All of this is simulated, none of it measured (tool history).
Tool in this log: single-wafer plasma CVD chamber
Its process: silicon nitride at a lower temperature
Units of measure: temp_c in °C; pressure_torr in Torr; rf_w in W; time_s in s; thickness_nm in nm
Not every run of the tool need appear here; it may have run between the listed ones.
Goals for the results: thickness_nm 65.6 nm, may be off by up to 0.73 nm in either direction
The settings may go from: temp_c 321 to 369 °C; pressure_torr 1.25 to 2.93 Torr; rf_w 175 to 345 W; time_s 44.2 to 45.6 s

run 1 hour=0 | temp_c=345 pressure_torr=2.09 rf_w=260 time_s=44.2 | thickness_nm=52.721
run 2 hour=1.7 | temp_c=345 pressure_torr=2.36 rf_w=260 time_s=44.2 | thickness_nm=55.336
run 3 hour=6.6 | temp_c=345 pressure_torr=2.36 rf_w=290 time_s=44.2 | thickness_nm=60.488
run 4 hour=13.2 | temp_c=345 pressure_torr=2.41 rf_w=290 time_s=44.2 | thickness_nm=60.891
run 5 hour=18.4 | temp_c=345 pressure_torr=2.6 rf_w=290 time_s=44.2 | thickness_nm=62.524
run 6 hour=26.2 | temp_c=345 pressure_torr=2.6 rf_w=290 time_s=45.6 | thickness_nm=64.317
run 7 hour=34.3 | temp_c=345 pressure_torr=2.61 rf_w=290 time_s=45.6 | thickness_nm=64.38
run 8 hour=41.2 | temp_c=345 pressure_torr=2.62 rf_w=290 time_s=45.6 | thickness_nm=64.633
run 9 hour=49.3 | temp_c=345 pressure_torr=2.63 rf_w=290 time_s=45.6 | thickness_nm=64.679
run 10 hour=53.8 | temp_c=345 pressure_torr=2.64 rf_w=290 time_s=45.6 | thickness_nm=64.693
run 11 hour=59.5 | temp_c=345 pressure_torr=2.65 rf_w=290 time_s=45.6 | thickness_nm=64.673
run 12 hour=64 | temp_c=345 pressure_torr=2.66 rf_w=290 time_s=45.6 | thickness_nm=64.791
run 13 hour=70.8 | temp_c=345 pressure_torr=2.67 rf_w=290 time_s=45.6 | thickness_nm=64.795

Which one of the following 4 next-run settings gets every result inside its allowed miss? There is exactly one.
run A hour=77.6 | temp_c=333 pressure_torr=2.41 rf_w=300 time_s=45.1 | thickness_nm=?
run B hour=77.6 | temp_c=348 pressure_torr=2.46 rf_w=300 time_s=45 | thickness_nm=?
run C hour=77.6 | temp_c=343 pressure_torr=2.92 rf_w=285 time_s=45 | thickness_nm=?
run D hour=77.6 | temp_c=347 pressure_torr=2.79 rf_w=295 time_s=44.9 | thickness_nm=?

move=A thickness_nm=64.008
move=B thickness_nm=63.956
move=C thickness_nm=64.243
move=D thickness_nm=65.224
A: the biggest miss grows against the last run
B: the biggest miss grows against the last run
C: the biggest miss grows against the last run
D: all results land within tolerance of their targets
Correct choice: D, which meets every target

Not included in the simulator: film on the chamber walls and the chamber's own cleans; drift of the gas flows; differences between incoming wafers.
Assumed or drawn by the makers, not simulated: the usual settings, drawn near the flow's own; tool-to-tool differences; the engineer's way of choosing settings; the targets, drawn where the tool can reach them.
